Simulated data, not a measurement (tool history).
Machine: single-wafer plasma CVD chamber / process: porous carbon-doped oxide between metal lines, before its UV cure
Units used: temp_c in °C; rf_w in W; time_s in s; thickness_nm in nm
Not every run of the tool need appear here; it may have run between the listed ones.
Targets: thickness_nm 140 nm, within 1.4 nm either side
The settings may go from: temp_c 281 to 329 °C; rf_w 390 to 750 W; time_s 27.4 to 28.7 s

{"run": 1, "day": 0.0, "temp_c": 305, "rf_w": 570, "time_s": 28.7, "thickness_nm": 156.78}
{"run": 2, "day": 0.2, "temp_c": 310, "rf_w": 570, "time_s": 28.7, "thickness_nm": 152.17}
{"run": 3, "day": 0.238, "temp_c": 313, "rf_w": 570, "time_s": 28.7, "thickness_nm": 150.36}
{"run": 4, "day": 0.425, "temp_c": 313, "rf_w": 570, "time_s": 27.4, "thickness_nm": 144.4}
{"run": 5, "day": 0.75, "temp_c": 313, "rf_w": 600, "time_s": 27.4, "thickness_nm": 148.69}
{"run": 6, "day": 0.971, "temp_c": 316, "rf_w": 600, "time_s": 27.4, "thickness_nm": 146.37}
{"run": 7, "day": 1.075, "temp_c": 318, "rf_w": 600, "time_s": 27.4, "thickness_nm": 145.87}
{"run": 8, "day": 1.342, "temp_c": 320, "rf_w": 600, "time_s": 27.4, "thickness_nm": 143.98}
{"run": 9, "day": 1.596, "temp_c": 321, "rf_w": 600, "time_s": 27.4, "thickness_nm": 142.79}
{"run": 10, "day": 1.912, "temp_c": 322, "rf_w": 600, "time_s": 27.4, "thickness_nm": 142.99}
{"run": 11, "day": 2.104, "temp_c": 323, "rf_w": 600, "time_s": 27.4, "thickness_nm": 141.63}
{"run": 12, "day": 2.175, "temp_c": 324, "rf_w": 600, "time_s": 27.4, "thickness_nm": 141.48}
{"run": 13, "day": 2.512, "temp_c": 324, "rf_w": 600, "time_s": 27.4, "thickness_nm": 141.48}

Exercise: of the 5 proposed moves below, exactly one satisfies all targets within the stated allowed misses. Which move is it?
{"run": "A", "day": 2.85, "temp_c": 325, "rf_w": 575, "time_s": 28, "thickness_nm": "?"}
{"run": "B", "day": 2.85, "temp_c": 329, "rf_w": 630, "time_s": 27.7, "thickness_nm": "?"}
{"run": "C", "day": 2.85, "temp_c": 322, "rf_w": 585, "time_s": 28.3, "thickness_nm": "?"}
{"run": "D", "day": 2.85, "temp_c": 324, "rf_w": 565, "time_s": 28.7, "thickness_nm": "?"}
{"run": "E", "day": 2.85, "temp_c": 326, "rf_w": 575, "time_s": 27.7, "thickness_nm": "?"}

move=A thickness_nm=139.96
move=B thickness_nm=144.28
move=C thickness_nm=144.86
move=D thickness_nm=142.38
move=E thickness_nm=137.91
A: all results in spec
B: its largest miss is bigger than the last run's
C: its largest miss is bigger than the last run's
D: its largest miss is bigger than the last run's
E: takes the biggest miss from the last run beyond its target
Move A is the one to make.

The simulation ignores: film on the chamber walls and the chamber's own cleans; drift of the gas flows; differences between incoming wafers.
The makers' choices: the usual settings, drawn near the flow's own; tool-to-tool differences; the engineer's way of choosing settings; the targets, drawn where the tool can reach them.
